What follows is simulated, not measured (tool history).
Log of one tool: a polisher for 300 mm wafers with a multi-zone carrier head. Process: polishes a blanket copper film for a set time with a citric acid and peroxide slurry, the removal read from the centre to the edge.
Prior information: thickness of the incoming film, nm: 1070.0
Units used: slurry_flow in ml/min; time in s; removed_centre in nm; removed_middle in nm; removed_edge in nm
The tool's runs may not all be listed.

run	hour	slurry_flow	centre_zone	middle_zone	edge_zone	slurry_solids	time	removed_centre	removed_middle	removed_edge
1	0.0	210	1.00	1.00	1.00	1.0	37	112.180	117.080	113.650
2	8.9	210	1.00	1.03	1.00	1.0	37	113.570	119.010	114.400
3	13.9	210	1.00	1.03	1.00	1.0	30	89.970	98.613	94.383
4	17.2	210	1.00	1.03	0.94	1.0	30	90.048	95.906	90.669
5	21.5	205	1.00	1.02	0.94	1.0	30	92.309	97.780	91.478
6	25.0	230	1.00	1.02	0.94	1.0	30	91.888	95.905	90.242
7	32.0	230	0.99	1.01	0.94	1.0	30	91.307	97.283	92.201

Forecast run 8:
8	32.5	225	0.99	1.00	0.94	1.0	30	?	?	?

{"run 8": {"removed_centre": 92.202, "removed_middle": 96.629, "removed_edge": 91.975}}
